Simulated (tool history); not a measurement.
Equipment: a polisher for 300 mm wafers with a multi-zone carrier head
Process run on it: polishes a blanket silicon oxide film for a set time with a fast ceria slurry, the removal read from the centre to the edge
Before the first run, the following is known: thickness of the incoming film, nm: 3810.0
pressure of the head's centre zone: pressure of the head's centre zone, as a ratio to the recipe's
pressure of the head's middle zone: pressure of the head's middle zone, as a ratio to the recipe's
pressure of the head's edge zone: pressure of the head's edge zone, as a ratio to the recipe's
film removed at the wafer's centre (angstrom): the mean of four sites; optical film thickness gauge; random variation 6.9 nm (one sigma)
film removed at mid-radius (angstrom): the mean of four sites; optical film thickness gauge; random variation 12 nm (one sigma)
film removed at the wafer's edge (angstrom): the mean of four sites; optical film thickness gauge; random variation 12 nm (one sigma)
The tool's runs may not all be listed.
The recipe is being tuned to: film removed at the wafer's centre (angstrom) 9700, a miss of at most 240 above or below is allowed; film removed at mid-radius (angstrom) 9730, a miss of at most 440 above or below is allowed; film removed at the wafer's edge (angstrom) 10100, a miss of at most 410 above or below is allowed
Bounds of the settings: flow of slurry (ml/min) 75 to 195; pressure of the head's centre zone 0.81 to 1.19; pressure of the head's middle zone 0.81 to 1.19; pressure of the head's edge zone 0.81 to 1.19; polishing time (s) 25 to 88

| run | hour | flow of slurry (ml/min) | pressure of the head's centre zone | pressure of the head's middle zone | pressure of the head's edge zone | polishing time (s) | film removed at the wafer's centre (angstrom) | film removed at mid-radius (angstrom) | film removed at the wafer's edge (angstrom) |
|---|---|---|---|---|---|---|---|---|---|
| 1 | 0 | 125 | 1 | 1 | 1 | 56 | 13461 | 13012 | 13062 |
| 2 | 3.2 | 120 | 0.98 | 0.98 | 0.97 | 54 | 12557 | 12366 | 12341 |
| 3 | 4 | 120 | 0.98 | 0.98 | 1.04 | 54 | 12680 | 12342 | 13052 |
| 4 | 10.8 | 115 | 0.96 | 0.96 | 1 | 53 | 11916 | 11801 | 12422 |
| 5 | 15.8 | 110 | 0.95 | 0.94 | 0.97 | 52 | 11308 | 11551 | 11476 |
| 6 | 20.4 | 110 | 0.86 | 0.94 | 0.97 | 52 | 10252 | 11461 | 11633 |
| 7 | 25.7 | 105 | 0.87 | 0.91 | 0.96 | 51 | 10106 | 10419 | 11229 |
| 8 | 33.5 | 100 | 0.87 | 0.91 | 0.94 | 51 | 9866.9 | 10170 | 11164 |
| 9 | 39.3 | 100 | 0.87 | 0.91 | 0.92 | 50 | 9843.8 | 10237 | 10650 |
| 10 | 46.6 | 100 | 0.87 | 0.91 | 0.91 | 50 | 9703.3 | 10238 | 10660 |
| 11 | 53 | 100 | 0.88 | 0.9 | 0.9 | 50 | 9733.4 | 10104 | 10653 |
| 12 | 55.9 | 100 | 0.89 | 0.9 | 0.89 | 50 | 9837.6 | 10211 | 10603 |
| 13 | 57.5 | 100 | 0.9 | 0.89 | 0.88 | 50 | 9990.5 | 10251 | 10502 |

Which single option among these 4 for the next run brings every result within its allowed miss of target? Just one does.
| A | 59.1 | 100 | 0.91 | 0.9 | 0.88 | 48 | ? | ? | ? |
| B | 59.1 | 75 | 0.99 | 0.9 | 0.99 | 53 | ? | ? | ? |
| C | 59.1 | 90 | 0.95 | 0.84 | 0.93 | 48 | ? | ? | ? |
| D | 59.1 | 130 | 0.88 | 0.97 | 0.81 | 47 | ? | ? | ? |

| move | film removed at the wafer's centre (angstrom) | film removed at mid-radius (angstrom) | film removed at the wafer's edge (angstrom) |
|---|---|---|---|
| A | 9711.5 | 9853.7 | 10069 |
| B | 10246 | 9722.5 | 10922 |
| C | 9718.4 | 8972 | 10088 |
| D | 10004 | 11058 | 9989.5 |
A: in spec on every target
B: its largest miss is bigger than the last run's
C: meets the target for the result that was furthest off, but another lies outside its allowed miss
D: its largest miss is bigger than the last run's
A is the move that brings every result within its allowed miss.
